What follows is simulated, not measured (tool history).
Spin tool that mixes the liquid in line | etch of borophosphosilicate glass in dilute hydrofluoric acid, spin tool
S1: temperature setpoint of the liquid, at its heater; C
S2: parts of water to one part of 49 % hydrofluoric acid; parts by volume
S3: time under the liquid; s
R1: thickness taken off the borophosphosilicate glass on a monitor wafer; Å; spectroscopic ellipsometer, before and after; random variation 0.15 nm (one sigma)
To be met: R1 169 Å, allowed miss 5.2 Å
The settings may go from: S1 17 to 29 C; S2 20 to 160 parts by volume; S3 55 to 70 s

| run | day | S1 | S2 | S3 | R1 |
|---|---|---|---|---|---|
| 1 | 0 | 21 | 90 | 70 | 312.41 |
| 2 | 0.192 | 19 | 90 | 70 | 291.4 |
| 3 | 0.212 | 18.5 | 105 | 70 | 238.98 |
| 4 | 0.388 | 18.5 | 90 | 70 | 283.04 |
| 5 | 0.658 | 21.5 | 90 | 70 | 319.86 |
| 6 | 0.883 | 23.5 | 90 | 70 | 347.93 |
| 7 | 1.208 | 21.5 | 105 | 70 | 270.49 |
| 8 | 1.358 | 20 | 115 | 70 | 232.59 |
| 9 | 1.704 | 19 | 120 | 70 | 210.23 |
| 10 | 1.833 | 18.5 | 125 | 70 | 196.01 |
| 11 | 1.908 | 18 | 130 | 70 | 184.44 |
| 12 | 2.096 | 17.5 | 130 | 70 | 180.8 |

5 next moves are on the table. One of them brings every result within its allowed miss. Which?
| A | 2.283 | 18 | 125 | 70 | ? |
| B | 2.283 | 27 | 160 | 55 | ? |
| C | 2.283 | 17 | 115 | 55 | ? |
| D | 2.283 | 18.5 | 115 | 55 | ? |
| E | 2.283 | 18.5 | 120 | 65 | ? |

| move | R1 |
|---|---|
| A | 193.51 |
| B | 162.27 |
| C | 160.17 |
| D | 170.47 |
| E | 192.06 |
A: further off than the last run
B: takes the result that was furthest off past its target
C: takes the result that was furthest off past its target
D: meets every target
E: further off than the last run
Move D is the one to make.
